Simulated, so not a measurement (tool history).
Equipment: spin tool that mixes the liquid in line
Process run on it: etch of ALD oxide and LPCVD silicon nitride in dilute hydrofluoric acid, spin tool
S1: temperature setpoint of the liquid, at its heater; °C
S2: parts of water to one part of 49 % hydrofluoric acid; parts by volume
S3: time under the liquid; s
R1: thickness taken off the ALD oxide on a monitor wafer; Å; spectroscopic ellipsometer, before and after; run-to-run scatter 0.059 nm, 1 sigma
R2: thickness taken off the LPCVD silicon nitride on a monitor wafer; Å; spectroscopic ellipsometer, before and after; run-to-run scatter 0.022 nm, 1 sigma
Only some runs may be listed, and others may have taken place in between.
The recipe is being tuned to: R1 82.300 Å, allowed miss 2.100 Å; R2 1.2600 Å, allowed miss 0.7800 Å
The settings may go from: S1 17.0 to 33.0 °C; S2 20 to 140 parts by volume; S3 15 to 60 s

run	hour	S1	S2	S3	R1	R2
1	0.0	25.0	75	30	109.680	1.7185
2	5.8	25.0	75	40	147.550	2.5937
3	7.4	25.0	55	40	207.930	4.5400
4	8.7	25.0	55	55	282.590	4.8598
5	11.3	27.0	55	55	305.750	6.4339
6	15.5	25.0	80	55	186.340	2.5411
7	21.7	23.5	90	55	154.610	2.8016
8	23.2	19.5	120	55	96.825	1.4247

Below are 4 possible settings for the next run. Only one of them brings all results inside the allowed miss of their targets. Which is it?
A	24.7	17.0	135	60	?	?
B	24.7	23.0	85	40	?	?
C	24.7	17.0	130	60	?	?
D	24.7	29.0	105	30	?	?

move	R1	R2
A	82.112	1.2337
B	117.370	1.9408
C	85.694	1.2795
D	87.769	1.7431
A: meets every target
B: moves away from the targets compared with the last run
C: nearer than the last run, and not there yet
D: nearer than the last run, and not there yet
So the answer is move A, the one that meets all the targets.
